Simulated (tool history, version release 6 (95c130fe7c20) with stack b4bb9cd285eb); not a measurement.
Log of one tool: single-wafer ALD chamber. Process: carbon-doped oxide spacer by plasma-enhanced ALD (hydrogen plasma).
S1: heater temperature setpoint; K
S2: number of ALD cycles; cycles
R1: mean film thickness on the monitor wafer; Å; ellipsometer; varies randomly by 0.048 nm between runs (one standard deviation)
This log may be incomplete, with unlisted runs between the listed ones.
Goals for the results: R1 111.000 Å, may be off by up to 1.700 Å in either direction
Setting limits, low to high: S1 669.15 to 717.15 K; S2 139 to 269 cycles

{"run": 1, "hour": 0.0, "S1": 693.15, "S2": 204, "R1": 94.493}
{"run": 2, "hour": 6.2, "S1": 689.15, "S2": 209, "R1": 97.302}
{"run": 3, "hour": 11.2, "S1": 695.15, "S2": 209, "R1": 94.844}
{"run": 4, "hour": 19.1, "S1": 690.15, "S2": 212, "R1": 98.471}
{"run": 5, "hour": 23.7, "S1": 683.15, "S2": 212, "R1": 100.95}
{"run": 6, "hour": 32.8, "S1": 681.15, "S2": 215, "R1": 103.46}
{"run": 7, "hour": 34.8, "S1": 679.15, "S2": 217, "R1": 104.84}
{"run": 8, "hour": 40.9, "S1": 677.15, "S2": 219, "R1": 106.38}
{"run": 9, "hour": 43.1, "S1": 676.15, "S2": 220, "R1": 107.54}
{"run": 10, "hour": 44.5, "S1": 676.15, "S2": 220, "R1": 107.21}
{"run": 11, "hour": 50.4, "S1": 675.15, "S2": 221, "R1": 108.56}
{"run": 12, "hour": 51.9, "S1": 674.15, "S2": 221, "R1": 108.48}

Below are 4 possible settings for the next run. Only one of them brings all results inside the allowed miss of their targets. Which is it?
{"run": "A", "hour": 53.4, "S1": 683.15, "S2": 223, "R1": "?"}
{"run": "B", "hour": 53.4, "S1": 670.15, "S2": 220, "R1": "?"}
{"run": "C", "hour": 53.4, "S1": 671.15, "S2": 217, "R1": "?"}
{"run": "D", "hour": 53.4, "S1": 676.15, "S2": 228, "R1": "?"}

move=A R1=105.720
move=B R1=107.120
move=C R1=105.660
move=D R1=110.700
A: lands further from the targets than the last run did
B: lands further from the targets than the last run did
C: lands further from the targets than the last run did
D: every result within its allowed miss
Correct choice: D, which meets every target
